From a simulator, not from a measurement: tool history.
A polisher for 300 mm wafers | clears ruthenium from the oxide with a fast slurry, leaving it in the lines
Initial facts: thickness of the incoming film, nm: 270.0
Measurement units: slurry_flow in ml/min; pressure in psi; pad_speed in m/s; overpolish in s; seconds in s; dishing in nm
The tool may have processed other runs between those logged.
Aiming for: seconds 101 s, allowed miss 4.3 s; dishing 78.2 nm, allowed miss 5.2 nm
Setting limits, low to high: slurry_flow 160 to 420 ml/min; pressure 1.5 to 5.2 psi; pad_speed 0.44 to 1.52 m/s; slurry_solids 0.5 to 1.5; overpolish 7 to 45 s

Run 1, hour 0: slurry_flow 270 ml/min, pressure 3.3 psi, pad_speed 0.98 m/s, slurry_solids 1, overpolish 23 s. Result: seconds 62.27 s, dishing 74.109 nm.
Run 2, hour 3.3: slurry_flow 320 ml/min, pressure 3.3 psi, pad_speed 0.98 m/s, slurry_solids 1, overpolish 23 s. Result: seconds 62.157 s, dishing 76.493 nm.
Run 3, hour 4.4: slurry_flow 320 ml/min, pressure 3.1 psi, pad_speed 0.98 m/s, slurry_solids 1, overpolish 25 s. Result: seconds 66.359 s, dishing 76.675 nm.
Run 4, hour 6.3: slurry_flow 320 ml/min, pressure 2.9 psi, pad_speed 0.98 m/s, slurry_solids 1, overpolish 27 s. Result: seconds 69.768 s, dishing 78.466 nm.
Run 5, hour 9.3: slurry_flow 320 ml/min, pressure 2.9 psi, pad_speed 0.78 m/s, slurry_solids 1, overpolish 27 s. Result: seconds 83.016 s, dishing 67.178 nm.
Run 6, hour 13.8: slurry_flow 320 ml/min, pressure 2.8 psi, pad_speed 0.78 m/s, slurry_solids 1, overpolish 28 s. Result: seconds 88.162 s, dishing 68.43 nm.
Run 7, hour 20.2: slurry_flow 320 ml/min, pressure 2.7 psi, pad_speed 0.78 m/s, slurry_solids 1, overpolish 29 s. Result: seconds 89.215 s, dishing 69.053 nm.
Run 8, hour 25.2: slurry_flow 320 ml/min, pressure 2.6 psi, pad_speed 0.78 m/s, slurry_solids 1, overpolish 30 s. Result: seconds 94.352 s, dishing 67.457 nm.
Run 9, hour 26.7: slurry_flow 320 ml/min, pressure 2.6 psi, pad_speed 0.78 m/s, slurry_solids 1, overpolish 31 s. Result: seconds 93.925 s, dishing 67.51 nm.

Consider the 4 candidate settings below. Which is the only one whose results all fall within their allowed miss of target?
Run A, hour 28.2: slurry_flow 270 ml/min, pressure 2.3 psi, pad_speed 0.82 m/s, slurry_solids 1, overpolish 40 s. Result: seconds ?, dishing ?.
Run B, hour 28.2: slurry_flow 290 ml/min, pressure 2.3 psi, pad_speed 0.82 m/s, slurry_solids 0.95, overpolish 28 s. Result: seconds ?, dishing ?.
Run C, hour 28.2: slurry_flow 325 ml/min, pressure 2.7 psi, pad_speed 0.98 m/s, slurry_solids 0.8, overpolish 26 s. Result: seconds ?, dishing ?.
Run D, hour 28.2: slurry_flow 370 ml/min, pressure 2.8 psi, pad_speed 0.8 m/s, slurry_solids 0.85, overpolish 39 s. Result: seconds ?, dishing ?.

move  seconds  dishing
   A   100.53    77.62
   B   102.43   56.761
   C   82.439   64.113
   D   89.727   83.265
A: hits every target within its allowed miss
B: lands further from the targets than the last run did
C: lands further from the targets than the last run did
D: brings the last run's worst result on target, with another outside its allowed miss
The right move is A.

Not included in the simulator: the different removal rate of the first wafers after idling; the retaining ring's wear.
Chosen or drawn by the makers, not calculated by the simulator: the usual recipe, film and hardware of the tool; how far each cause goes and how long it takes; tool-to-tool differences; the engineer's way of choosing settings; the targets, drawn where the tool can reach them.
